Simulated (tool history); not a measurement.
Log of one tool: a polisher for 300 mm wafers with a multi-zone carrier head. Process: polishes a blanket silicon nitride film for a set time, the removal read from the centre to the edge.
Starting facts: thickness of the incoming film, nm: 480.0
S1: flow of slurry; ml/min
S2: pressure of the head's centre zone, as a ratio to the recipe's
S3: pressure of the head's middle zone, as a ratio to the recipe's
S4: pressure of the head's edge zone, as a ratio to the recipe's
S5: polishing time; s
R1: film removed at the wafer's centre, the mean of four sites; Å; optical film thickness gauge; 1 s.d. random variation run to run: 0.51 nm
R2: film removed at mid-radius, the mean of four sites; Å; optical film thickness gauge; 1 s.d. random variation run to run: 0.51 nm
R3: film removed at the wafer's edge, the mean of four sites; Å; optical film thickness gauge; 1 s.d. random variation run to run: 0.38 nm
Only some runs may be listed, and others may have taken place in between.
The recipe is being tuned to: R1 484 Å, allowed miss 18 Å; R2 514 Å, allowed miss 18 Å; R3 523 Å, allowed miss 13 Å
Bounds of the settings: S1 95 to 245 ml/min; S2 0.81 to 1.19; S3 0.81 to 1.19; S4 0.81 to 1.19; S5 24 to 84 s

Run 1, day 0: S1 155 ml/min, S2 1, S3 1, S4 1, S5 54 s. Result: R1 991.94 Å, R2 950.35 Å, R3 967.23 Å.
Run 2, day 0.238: S1 150 ml/min, S2 0.97, S3 0.99, S4 0.97, S5 48 s. Result: R1 837.46 Å, R2 833.43 Å, R3 832.19 Å.
Run 3, day 0.317: S1 180 ml/min, S2 0.97, S3 0.99, S4 0.97, S5 48 s. Result: R1 860.99 Å, R2 865.06 Å, R3 858.01 Å.
Run 4, day 0.412: S1 180 ml/min, S2 0.93, S3 0.99, S4 0.97, S5 48 s. Result: R1 840.24 Å, R2 867.05 Å, R3 860.11 Å.
Run 5, day 0.5: S1 160 ml/min, S2 0.93, S3 0.99, S4 0.97, S5 48 s. Result: R1 820.28 Å, R2 842.68 Å, R3 845.04 Å.
Run 6, day 0.658: S1 130 ml/min, S2 0.93, S3 0.99, S4 0.97, S5 48 s. Result: R1 778.59 Å, R2 803.94 Å, R3 823.1 Å.
Run 7, day 1.021: S1 130 ml/min, S2 0.93, S3 0.99, S4 0.97, S5 48 s. Result: R1 781.43 Å, R2 808.97 Å, R3 827.46 Å.
Run 8, day 1.212: S1 130 ml/min, S2 0.92, S3 0.97, S4 0.95, S5 44 s. Result: R1 694.55 Å, R2 732.41 Å, R3 741.93 Å.
Run 9, day 1.35: S1 110 ml/min, S2 0.88, S3 0.87, S4 0.85, S5 31 s. Result: R1 455.21 Å, R2 442.25 Å, R3 493.13 Å.
Run 10, day 1.562: S1 110 ml/min, S2 0.88, S3 0.87, S4 0.85, S5 31 s. Result: R1 458.02 Å, R2 447.73 Å, R3 482.58 Å.
Run 11, day 1.9: S1 120 ml/min, S2 0.87, S3 0.88, S4 0.85, S5 31 s. Result: R1 463.61 Å, R2 461.43 Å, R3 495.36 Å.
Run 12, day 2.158: S1 125 ml/min, S2 0.86, S3 0.89, S4 0.85, S5 31 s. Result: R1 464.42 Å, R2 469.14 Å, R3 501.21 Å.
Run 13, day 2.192: S1 130 ml/min, S2 0.86, S3 0.9, S4 0.85, S5 31 s. Result: R1 473.16 Å, R2 478.12 Å, R3 501.72 Å.
Run 14, day 2.304: S1 135 ml/min, S2 0.85, S3 0.91, S4 0.85, S5 31 s. Result: R1 464.7 Å, R2 487.52 Å, R3 506.88 Å.
Run 15, day 2.342: S1 140 ml/min, S2 0.85, S3 0.91, S4 0.85, S5 31 s. Result: R1 479.47 Å, R2 490.98 Å, R3 511.15 Å.

Exactly one of the 4 candidate moves below puts every result within its allowed miss. Which one?
Run A, day 2.379: S1 125 ml/min, S2 0.83, S3 0.91, S4 0.81, S5 33 s. Result: R1 ?, R2 ?, R3 ?.
Run B, day 2.379: S1 105 ml/min, S2 0.9, S3 1, S4 0.82, S5 32 s. Result: R1 ?, R2 ?, R3 ?.
Run C, day 2.379: S1 140 ml/min, S2 0.85, S3 0.85, S4 0.84, S5 31 s. Result: R1 ?, R2 ?, R3 ?.
Run D, day 2.379: S1 115 ml/min, S2 0.91, S3 0.82, S4 0.86, S5 32 s. Result: R1 ?, R2 ?, R3 ?.

move      R1      R2      R3
   A  467.88   517.8  518.66
   B  458.22  516.42  487.56
   C  462.32  472.58  504.48
   D  476.81  450.22  507.74
A: hits every target within its allowed miss
B: the furthest-off result lands on target, but another misses its tolerance
C: its largest miss is bigger than the last run's
D: its largest miss is bigger than the last run's
Go with A: it meets all targets.
